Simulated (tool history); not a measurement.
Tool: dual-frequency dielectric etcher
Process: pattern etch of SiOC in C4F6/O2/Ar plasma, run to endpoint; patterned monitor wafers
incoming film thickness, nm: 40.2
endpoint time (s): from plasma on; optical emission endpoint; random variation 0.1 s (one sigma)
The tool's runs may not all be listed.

run  hour  bias power (W)  source power (W)  endpoint time (s)
  1   0.0             479               340             13.976
  2   2.4             479               370             13.605
  3   9.1             459               370             13.963
  4  10.7             515               370             13.309
  5  15.1             491               360             13.514
  6  17.5             472               360             13.850

The next listed run, before its measurement:
  7  19.7             455               360                  ?

endpoint time (s): 14.234
